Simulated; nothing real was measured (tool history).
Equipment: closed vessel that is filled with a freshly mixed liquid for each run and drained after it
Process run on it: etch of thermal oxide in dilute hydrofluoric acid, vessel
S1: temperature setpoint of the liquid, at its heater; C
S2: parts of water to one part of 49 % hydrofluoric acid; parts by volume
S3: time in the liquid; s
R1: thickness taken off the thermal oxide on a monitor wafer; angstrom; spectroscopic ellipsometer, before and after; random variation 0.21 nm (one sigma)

run	hour	S1	S2	S3	R1
1	0	25	190	2605	654.13
2	4.8	25	190	2605	657.9
3	8.5	25	190	2605	653.33
4	16.3	23.5	190	2605	612.62
5	21.9	25	190	2605	655.04
6	31.6	25	130	2605	1014
7	34	23.5	140	2605	881.89
# hour 36.9: hydrofluoric acid flow meter replaced
8	36.9	22	150	2605	690.79
9	46.3	21	150	2605	663.37
10	50.1	20	150	2605	636.66

Estimate the outcome of run 11 from the log above:
11	59.5	19.5	150	2605	?

{"run 11": {"R1": 624.67}}
